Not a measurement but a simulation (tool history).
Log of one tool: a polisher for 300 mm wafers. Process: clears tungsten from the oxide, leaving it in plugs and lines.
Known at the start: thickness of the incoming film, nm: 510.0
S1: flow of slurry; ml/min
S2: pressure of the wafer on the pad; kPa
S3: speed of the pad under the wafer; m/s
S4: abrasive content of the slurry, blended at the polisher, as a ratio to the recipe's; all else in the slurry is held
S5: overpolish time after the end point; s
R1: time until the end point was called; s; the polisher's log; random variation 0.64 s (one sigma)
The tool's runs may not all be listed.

run  hour   S1    S2    S3  S4  S5      R1
  1     0  285  24.1  1.36   1  13  75.076
  2   1.1  285  25.5  1.36   1  13  70.961
  3   2.8  285  25.5  1.04   1  13  86.708
  4   3.4  285  25.5  1.04   1  13  87.536
  5   4.1  285  27.6  1.04   1  13  80.656
  6  12.8  285  29.6  1.04   1  13  76.261
  7  13.8  285  31.7  1.04   1  13  71.528

Forecast run 8:
     22.4  -- slurry blender recalibrated
  8  22.4  285  37.2  1.06   1  13   ?

{"run 8": {"R1": 57.396}}
